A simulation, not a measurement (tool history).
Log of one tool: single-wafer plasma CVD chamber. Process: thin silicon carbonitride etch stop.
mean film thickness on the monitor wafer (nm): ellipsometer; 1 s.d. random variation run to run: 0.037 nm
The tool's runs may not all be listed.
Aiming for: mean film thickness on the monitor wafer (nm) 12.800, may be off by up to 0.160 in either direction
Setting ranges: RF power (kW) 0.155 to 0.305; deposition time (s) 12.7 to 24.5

| run | hour | RF power (kW) | deposition time (s) | mean film thickness on the monitor wafer (nm) |
|---|---|---|---|---|
| 1 | 0.0 | 0.230 | 18.6 | 10.246 |
| 2 | 7.7 | 0.250 | 19.4 | 10.933 |
| 3 | 14.5 | 0.265 | 19.4 | 11.123 |
| 4 | 21.0 | 0.240 | 19.4 | 10.812 |
| 5 | 22.8 | 0.220 | 19.4 | 10.562 |
| 6 | 25.3 | 0.240 | 20.1 | 11.275 |
| 7 | 27.5 | 0.275 | 21.3 | 12.400 |
| 8 | 34.4 | 0.280 | 21.3 | 12.501 |
| 9 | 39.2 | 0.285 | 21.3 | 12.533 |
| 10 | 41.6 | 0.290 | 21.3 | 12.591 |

Of the 5 settings listed for the next run, only one would bring every result within its allowed miss of target. Which one?
| A | 44.0 | 0.290 | 21.1 | ? |
| B | 44.0 | 0.295 | 21.0 | ? |
| C | 44.0 | 0.290 | 21.6 | ? |
| D | 44.0 | 0.280 | 21.3 | ? |
| E | 44.0 | 0.285 | 21.0 | ? |

| move | mean film thickness on the monitor wafer (nm) |
|---|---|
| A | 12.445 |
| B | 12.451 |
| C | 12.740 |
| D | 12.427 |
| E | 12.320 |
A: the biggest miss grows against the last run
B: the biggest miss grows against the last run
C: each result inside its tolerance
D: the biggest miss grows against the last run
E: the biggest miss grows against the last run
Correct choice: C, which meets every target

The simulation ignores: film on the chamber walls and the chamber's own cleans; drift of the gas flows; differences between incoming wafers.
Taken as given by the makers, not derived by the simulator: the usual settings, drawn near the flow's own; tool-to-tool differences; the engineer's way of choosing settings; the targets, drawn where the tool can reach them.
